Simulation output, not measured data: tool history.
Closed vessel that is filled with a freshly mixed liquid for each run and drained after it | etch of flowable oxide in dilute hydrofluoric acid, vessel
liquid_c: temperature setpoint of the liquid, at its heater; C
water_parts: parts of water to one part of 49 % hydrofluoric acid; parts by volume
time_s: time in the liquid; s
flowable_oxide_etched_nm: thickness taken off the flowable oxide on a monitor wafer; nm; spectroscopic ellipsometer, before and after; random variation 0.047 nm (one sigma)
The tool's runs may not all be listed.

{"run": 1, "hour": 0.0, "liquid_c": 22.0, "water_parts": 100, "time_s": 95, "flowable_oxide_etched_nm": 22.022}
{"run": 2, "hour": 1.8, "liquid_c": 22.0, "water_parts": 100, "time_s": 105, "flowable_oxide_etched_nm": 24.464}
{"run": 3, "hour": 9.6, "liquid_c": 20.5, "water_parts": 100, "time_s": 105, "flowable_oxide_etched_nm": 22.931}
{"run": 4, "hour": 14.8, "liquid_c": 20.0, "water_parts": 105, "time_s": 105, "flowable_oxide_etched_nm": 21.254}
{"run": 5, "hour": 21.0, "liquid_c": 23.0, "water_parts": 105, "time_s": 105, "flowable_oxide_etched_nm": 23.962}
{"run": 6, "hour": 24.0, "liquid_c": 22.0, "water_parts": 110, "time_s": 105, "flowable_oxide_etched_nm": 21.928}
{"run": 7, "hour": 25.0, "liquid_c": 21.0, "water_parts": 115, "time_s": 105, "flowable_oxide_etched_nm": 20.011}
{"run": 8, "hour": 30.4, "liquid_c": 20.5, "water_parts": 115, "time_s": 105, "flowable_oxide_etched_nm": 19.653}

Run 9 comes next. What will it give?
{"run": 9, "hour": 34.1, "liquid_c": 20.0, "water_parts": 115, "time_s": 105, "flowable_oxide_etched_nm": "?"}

Run 9 gave flowable_oxide_etched_nm 19.341 nm.
